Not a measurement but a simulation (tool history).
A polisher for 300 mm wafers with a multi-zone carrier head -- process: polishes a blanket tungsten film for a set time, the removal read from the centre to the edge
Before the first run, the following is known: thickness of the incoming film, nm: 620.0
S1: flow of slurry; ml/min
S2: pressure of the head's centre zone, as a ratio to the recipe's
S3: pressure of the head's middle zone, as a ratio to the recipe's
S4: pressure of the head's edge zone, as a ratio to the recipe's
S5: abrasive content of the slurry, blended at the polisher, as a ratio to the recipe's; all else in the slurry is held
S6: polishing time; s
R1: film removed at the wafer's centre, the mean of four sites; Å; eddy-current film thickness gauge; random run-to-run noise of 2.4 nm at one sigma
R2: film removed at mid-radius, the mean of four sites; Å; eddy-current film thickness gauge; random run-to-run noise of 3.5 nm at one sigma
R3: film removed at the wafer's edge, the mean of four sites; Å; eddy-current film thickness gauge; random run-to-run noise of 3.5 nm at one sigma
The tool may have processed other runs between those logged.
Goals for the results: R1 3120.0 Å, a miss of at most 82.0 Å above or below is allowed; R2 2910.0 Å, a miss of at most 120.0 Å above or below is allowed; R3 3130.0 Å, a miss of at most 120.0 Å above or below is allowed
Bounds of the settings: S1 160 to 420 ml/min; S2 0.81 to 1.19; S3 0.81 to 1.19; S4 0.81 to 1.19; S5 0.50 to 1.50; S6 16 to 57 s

| run | hour | S1 | S2 | S3 | S4 | S5 | S6 | R1 | R2 | R3 |
|---|---|---|---|---|---|---|---|---|---|---|
| 1 | 0.0 | 270 | 1.00 | 1.00 | 1.00 | 1.00 | 36 | 2354.9 | 2321.8 | 2364.2 |
| 2 | 1.8 | 270 | 1.00 | 0.96 | 1.00 | 1.00 | 36 | 2358.1 | 2257.5 | 2371.4 |
| 3 | 5.4 | 215 | 1.00 | 0.96 | 1.00 | 1.00 | 36 | 2272.5 | 2232.3 | 2330.2 |
| 4 | 12.8 | 215 | 1.00 | 0.90 | 1.00 | 1.00 | 36 | 2276.3 | 2126.6 | 2319.7 |
| 5 | 19.8 | 220 | 1.01 | 0.92 | 1.02 | 1.05 | 36 | 2334.9 | 2160.8 | 2334.4 |
| 6 | 24.5 | 220 | 0.94 | 0.92 | 1.02 | 1.05 | 36 | 2225.0 | 2199.9 | 2368.7 |
| 7 | 33.3 | 225 | 0.95 | 0.93 | 1.04 | 1.10 | 37 | 2316.7 | 2255.4 | 2533.6 |
| 8 | 36.1 | 235 | 0.97 | 0.96 | 1.04 | 1.15 | 37 | 2385.0 | 2366.1 | 2544.5 |
| 9 | 41.6 | 245 | 0.99 | 0.97 | 1.05 | 1.20 | 37 | 2452.8 | 2417.2 | 2561.9 |
| 10 | 49.3 | 255 | 1.00 | 0.97 | 1.06 | 1.25 | 38 | 2570.0 | 2514.1 | 2683.5 |
| 11 | 56.5 | 265 | 1.01 | 0.98 | 1.07 | 1.30 | 38 | 2636.1 | 2548.6 | 2735.5 |
| 12 | 57.8 | 270 | 1.02 | 0.99 | 1.08 | 1.35 | 38 | 2689.8 | 2588.2 | 2728.5 |
| 13 | 66.5 | 280 | 1.05 | 0.98 | 1.15 | 1.50 | 42 | 3127.3 | 2905.5 | 3241.1 |
| 14 | 72.3 | 280 | 1.05 | 0.98 | 1.15 | 1.50 | 42 | 3076.8 | 2971.1 | 3285.2 |

Next run, 4 choices. One meets every target within its allowed miss, the rest don't. Which?
| A | 78.1 | 275 | 0.91 | 0.90 | 1.19 | 1.50 | 44 | ? | ? | ? |
| B | 78.1 | 295 | 0.96 | 0.94 | 1.19 | 1.40 | 44 | ? | ? | ? |
| C | 78.1 | 255 | 0.93 | 0.84 | 1.19 | 1.50 | 46 | ? | ? | ? |
| D | 78.1 | 305 | 1.11 | 1.01 | 1.13 | 1.50 | 40 | ? | ? | ? |

| move | R1 | R2 | R3 |
|---|---|---|---|
| A | 2972.0 | 2934.0 | 3452.3 |
| B | 3055.2 | 2984.1 | 3415.2 |
| C | 3120.0 | 2921.6 | 3587.3 |
| D | 3128.4 | 2887.8 | 3077.6 |
A: the biggest miss grows against the last run
B: the biggest miss grows against the last run
C: the biggest miss grows against the last run
D: all results in spec
The right move is D.
